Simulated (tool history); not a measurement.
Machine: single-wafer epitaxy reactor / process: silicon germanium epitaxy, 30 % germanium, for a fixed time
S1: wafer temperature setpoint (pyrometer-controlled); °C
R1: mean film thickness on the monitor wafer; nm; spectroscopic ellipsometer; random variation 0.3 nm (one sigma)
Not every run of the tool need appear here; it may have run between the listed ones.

Run 1, hour 0: S1 585 °C, chamber pressure (Torr) 17.6. Result: R1 40.396 nm.
Run 2, hour 4.5: S1 589 °C, chamber pressure (Torr) 17.7. Result: R1 44.457 nm.
Run 3, hour 6.6: S1 589 °C, chamber pressure (Torr) 15.2. Result: R1 41.684 nm.
Run 4, hour 10: S1 592 °C, chamber pressure (Torr) 15.3. Result: R1 44.629 nm.
Run 5, hour 18.4: S1 585 °C, chamber pressure (Torr) 15.3. Result: R1 38.521 nm.
Run 6, hour 25.1: S1 589 °C, chamber pressure (Torr) 15.4. Result: R1 42.066 nm.
Run 7, hour 32: S1 592 °C, chamber pressure (Torr) 15.4. Result: R1 44.65 nm.
Run 8, hour 32.9: S1 594 °C, chamber pressure (Torr) 15.4. Result: R1 46.553 nm.

Run 9 has not been measured yet. What should we expect?
Run 9, hour 40: S1 596 °C, chamber pressure (Torr) 15.4. Result: R1 ?.

R1: 48.595 nm

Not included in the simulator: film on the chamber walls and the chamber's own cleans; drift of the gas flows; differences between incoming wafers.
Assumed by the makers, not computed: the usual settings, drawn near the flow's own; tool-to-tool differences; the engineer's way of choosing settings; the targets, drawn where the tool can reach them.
